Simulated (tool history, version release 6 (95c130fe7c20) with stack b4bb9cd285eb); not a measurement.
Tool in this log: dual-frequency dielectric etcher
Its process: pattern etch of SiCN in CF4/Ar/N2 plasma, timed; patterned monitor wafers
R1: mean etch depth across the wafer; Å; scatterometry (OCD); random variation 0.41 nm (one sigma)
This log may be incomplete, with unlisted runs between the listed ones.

{"run": 1, "hour": 0.0, "source power (kW)": 0.59, "bias power (kW)": 0.068, "Ar flow (sccm)": 92, "CF4 flow (sccm)": 77, "etch time (s)": 79.5, "R1": 840.82}
{"run": 2, "hour": 2.7, "source power (kW)": 0.57, "bias power (kW)": 0.068, "Ar flow (sccm)": 92, "CF4 flow (sccm)": 77, "etch time (s)": 79.5, "R1": 811.75}
{"run": 3, "hour": 6.2, "source power (kW)": 0.56, "bias power (kW)": 0.068, "Ar flow (sccm)": 92, "CF4 flow (sccm)": 77, "etch time (s)": 79.5, "R1": 797.76}
{"run": 4, "hour": 9.2, "source power (kW)": 0.55, "bias power (kW)": 0.068, "Ar flow (sccm)": 92, "CF4 flow (sccm)": 77, "etch time (s)": 79.5, "R1": 784.34}
{"run": 5, "hour": 15.0, "source power (kW)": 0.55, "bias power (kW)": 0.068, "Ar flow (sccm)": 92, "CF4 flow (sccm)": 77, "etch time (s)": 82.5, "R1": 822.4}
{"run": 6, "hour": 18.8, "source power (kW)": 0.54, "bias power (kW)": 0.068, "Ar flow (sccm)": 92, "CF4 flow (sccm)": 77, "etch time (s)": 82.5, "R1": 804.96}
{"run": 7, "hour": 26.4, "source power (kW)": 0.53, "bias power (kW)": 0.068, "Ar flow (sccm)": 92, "CF4 flow (sccm)": 77, "etch time (s)": 82.5, "R1": 780.5}
{"run": 8, "hour": 32.0, "source power (kW)": 0.53, "bias power (kW)": 0.068, "Ar flow (sccm)": 92, "CF4 flow (sccm)": 77, "etch time (s)": 82.5, "R1": 796.24}

Expected results for the next run?
{"run": 9, "hour": 35.0, "source power (kW)": 0.52, "bias power (kW)": 0.068, "Ar flow (sccm)": 92, "CF4 flow (sccm)": 77, "etch time (s)": 82.5, "R1": "?"}

Logged for run 9: R1 778.45 Å.
